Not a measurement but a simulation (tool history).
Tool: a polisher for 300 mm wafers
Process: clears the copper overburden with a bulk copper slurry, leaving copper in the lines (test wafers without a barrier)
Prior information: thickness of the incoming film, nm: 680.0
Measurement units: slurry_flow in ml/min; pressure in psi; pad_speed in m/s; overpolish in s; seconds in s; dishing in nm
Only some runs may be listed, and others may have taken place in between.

run,hour,slurry_flow,pressure,pad_speed,slurry_solids,overpolish,seconds,dishing
1,0.0,130,2.8,1.04,1.00,20,84.617,66.436
2,3.9,130,3.1,1.04,1.00,21,81.374,72.002
3,6.6,130,3.1,1.04,1.20,21,74.724,74.760
4,9.9,130,3.1,1.04,1.20,18,78.836,68.496
5,12.1,130,3.1,1.04,1.35,18,74.755,69.779
6,16.3,150,3.1,1.04,1.35,18,71.934,70.015

Run 7 has not been measured yet. What should we expect?
7,24.0,150,3.1,1.04,1.35,18,?,?

seconds: 73.567 s
dishing: 72.101 nm

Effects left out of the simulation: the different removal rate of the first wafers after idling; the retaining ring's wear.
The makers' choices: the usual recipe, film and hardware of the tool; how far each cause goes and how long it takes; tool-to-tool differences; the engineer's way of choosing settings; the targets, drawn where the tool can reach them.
